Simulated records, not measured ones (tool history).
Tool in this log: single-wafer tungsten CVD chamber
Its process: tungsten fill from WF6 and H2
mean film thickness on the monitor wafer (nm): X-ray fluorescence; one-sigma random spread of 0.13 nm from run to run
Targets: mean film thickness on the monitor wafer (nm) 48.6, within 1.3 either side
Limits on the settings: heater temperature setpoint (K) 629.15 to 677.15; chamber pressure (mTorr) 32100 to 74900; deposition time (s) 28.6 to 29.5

run	hour	heater temperature setpoint (K)	chamber pressure (mTorr)	deposition time (s)	mean film thickness on the monitor wafer (nm)
1	0	653.15	53500	28.6	72.931
2	3.4	651.15	53300	28.6	69.564
3	6.7	649.15	53100	28.6	66.182
4	8.9	649.15	53100	28.6	65.886
5	16.1	642.15	53100	28.6	55.502
# hour 18.7: thermocouple changed; heater temperature recalibrated
6	18.7	641.15	53100	28.6	61.825
7	25	639.15	51600	28.6	58.577
8	32.3	638.15	53400	28.6	57.484
9	34.1	637.15	52600	28.6	55.997
10	36.2	636.15	52000	28.6	54.119
11	41.5	635.15	51900	28.6	53.193
12	43.6	634.15	51800	28.6	51.728

Next run, 4 choices. One meets every target within its allowed miss, the rest don't. Which?
A	45.7	636.15	44100	28.6	?
B	45.7	632.15	56300	29.2	?
C	45.7	637.15	39800	28.6	?
D	45.7	629.15	57800	29.5	?

move	mean film thickness on the monitor wafer (nm)
A	51.783
B	51.513
C	51.525
D	48.608
A: as far off as the last run
B: closer than the last run, but not yet in spec
C: closer than the last run, but not yet in spec
D: each result inside its tolerance
The right move is D.
